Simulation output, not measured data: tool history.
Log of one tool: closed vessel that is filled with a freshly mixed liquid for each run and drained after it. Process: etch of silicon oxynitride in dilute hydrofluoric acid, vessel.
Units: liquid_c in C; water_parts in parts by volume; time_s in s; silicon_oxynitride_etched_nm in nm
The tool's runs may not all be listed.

run 1 hour=0.0 | liquid_c=23.0 water_parts=60 time_s=1255 | silicon_oxynitride_etched_nm=79.780
run 2 hour=1.6 | liquid_c=23.0 water_parts=60 time_s=1345 | silicon_oxynitride_etched_nm=85.700
run 3 hour=3.3 | liquid_c=24.5 water_parts=60 time_s=1345 | silicon_oxynitride_etched_nm=91.716
run 4 hour=10.1 | liquid_c=26.5 water_parts=60 time_s=1345 | silicon_oxynitride_etched_nm=101.680
run 5 hour=15.8 | liquid_c=27.5 water_parts=60 time_s=1345 | silicon_oxynitride_etched_nm=106.340
run 6 hour=19.5 | liquid_c=28.5 water_parts=60 time_s=1345 | silicon_oxynitride_etched_nm=110.500
run 7 hour=20.5 | liquid_c=28.5 water_parts=60 time_s=1345 | silicon_oxynitride_etched_nm=110.900
run 8 hour=23.4 | liquid_c=29.0 water_parts=60 time_s=1345 | silicon_oxynitride_etched_nm=112.910

Forecast run 9:
run 9 hour=30.0 | liquid_c=29.5 water_parts=60 time_s=1345 | silicon_oxynitride_etched_nm=?

silicon_oxynitride_etched_nm: 115.360 nm
